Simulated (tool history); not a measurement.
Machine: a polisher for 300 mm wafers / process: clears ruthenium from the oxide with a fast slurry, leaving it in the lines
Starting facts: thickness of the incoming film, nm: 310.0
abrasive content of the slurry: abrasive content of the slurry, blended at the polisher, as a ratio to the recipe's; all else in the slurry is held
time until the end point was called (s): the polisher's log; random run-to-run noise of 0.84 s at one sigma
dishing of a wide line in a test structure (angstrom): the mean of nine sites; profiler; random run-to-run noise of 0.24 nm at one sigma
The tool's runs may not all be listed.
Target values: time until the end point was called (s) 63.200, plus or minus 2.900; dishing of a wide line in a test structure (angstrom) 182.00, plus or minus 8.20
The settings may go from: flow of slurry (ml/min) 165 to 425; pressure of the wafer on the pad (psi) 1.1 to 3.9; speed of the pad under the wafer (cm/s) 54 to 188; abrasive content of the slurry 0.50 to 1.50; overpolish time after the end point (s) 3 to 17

run  hour  flow of slurry (ml/min)  pressure of the wafer on the pad (psi)  speed of the pad under the wafer (cm/s)  abrasive content of the slurry  overpolish time after the end point (s)  time until the end point was called (s)  dishing of a wide line in a test structure (angstrom)
  1   0.0                      275                                     2.5                                      120                            1.00                                        9                                   79.083                                                 318.80
  2   5.9                      275                                     2.6                                      120                            1.00                                        8                                   76.230                                                 299.78
  3  13.1                      275                                     2.6                                      122                            1.00                                        7                                   76.408                                                 264.59
  4  18.9                      275                                     2.7                                      124                            1.00                                        6                                   74.202                                                 236.73
  5  24.1                      275                                     2.7                                      134                            1.00                                        6                                   66.863                                                 246.59
  6  27.6                      275                                     2.7                                      136                            0.95                                        6                                   69.734                                                 244.17
  7  28.2                      275                                     2.7                                      138                            0.95                                        5                                   69.803                                                 208.16
  8  29.7                      275                                     2.7                                      140                            0.95                                        5                                   66.596                                                 211.59
  9  35.9                      275                                     2.7                                      142                            0.95                                        5                                   65.467                                                 214.01
 10  38.3                      275                                     2.7                                      144                            0.95                                        5                                   66.704                                                 217.49
 11  43.8                      275                                     2.7                                      146                            0.95                                        5                                   65.378                                                 222.69

Of the 5 settings listed for the next run, only one would bring every result within its allowed miss of target. Which one?
  A  49.3                      275                                     3.1                                      160                            0.85                                        4                                        ?                                                      ?
  B  49.3                      340                                     2.4                                      180                            1.05                                        4                                        ?                                                      ?
  C  49.3                      290                                     3.0                                      136                            0.95                                        4                                        ?                                                      ?
  D  49.3                      170                                     3.1                                      146                            1.05                                        4                                        ?                                                      ?
  E  49.3                      315                                     2.9                                      162                            0.95                                        4                                        ?                                                      ?

move  time until the end point was called (s)  dishing of a wide line in a test structure (angstrom)
   A                                   55.892                                                 204.88
   B                                   58.246                                                 196.87
   C                                   62.047                                                 185.17
   D                                   56.045                                                 204.34
   E                                   55.530                                                 206.17
A: closes in on the targets versus the last run, not all within tolerance yet
B: closes in on the targets versus the last run, not all within tolerance yet
C: all results in spec
D: closes in on the targets versus the last run, not all within tolerance yet
E: closes in on the targets versus the last run, not all within tolerance yet
C is the move that brings every result within its allowed miss.
